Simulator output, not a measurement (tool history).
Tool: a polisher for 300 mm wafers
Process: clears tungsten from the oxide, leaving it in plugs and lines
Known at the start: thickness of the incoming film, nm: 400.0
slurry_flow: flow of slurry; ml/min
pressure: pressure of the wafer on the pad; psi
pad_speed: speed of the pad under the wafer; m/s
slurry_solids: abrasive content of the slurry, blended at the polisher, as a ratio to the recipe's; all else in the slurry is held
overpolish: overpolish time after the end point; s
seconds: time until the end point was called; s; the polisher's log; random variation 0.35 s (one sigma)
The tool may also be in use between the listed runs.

run  hour  slurry_flow  pressure  pad_speed  slurry_solids  overpolish  seconds
  1   0.0          130       4.2       1.24            1.0           8   66.202
  2   3.5          130       4.2       1.24            1.0           7   65.551
  3   4.8          135       4.8       1.28            1.0           7   55.840
  4  11.9          135       4.8       1.28            0.9           7   58.028
  5  17.7          140       5.3       1.34            0.9           7   49.582
     25.9  -- worn pad replaced by a new one
  6  25.9          140       5.6       1.40            0.9           7   40.612
  7  33.4          160       6.4       1.40            0.9           7   34.256

The next listed run, before its measurement:
  8  35.0          160       6.5       1.42            0.9           7        ?

Run 8 gave seconds 33.442 s.

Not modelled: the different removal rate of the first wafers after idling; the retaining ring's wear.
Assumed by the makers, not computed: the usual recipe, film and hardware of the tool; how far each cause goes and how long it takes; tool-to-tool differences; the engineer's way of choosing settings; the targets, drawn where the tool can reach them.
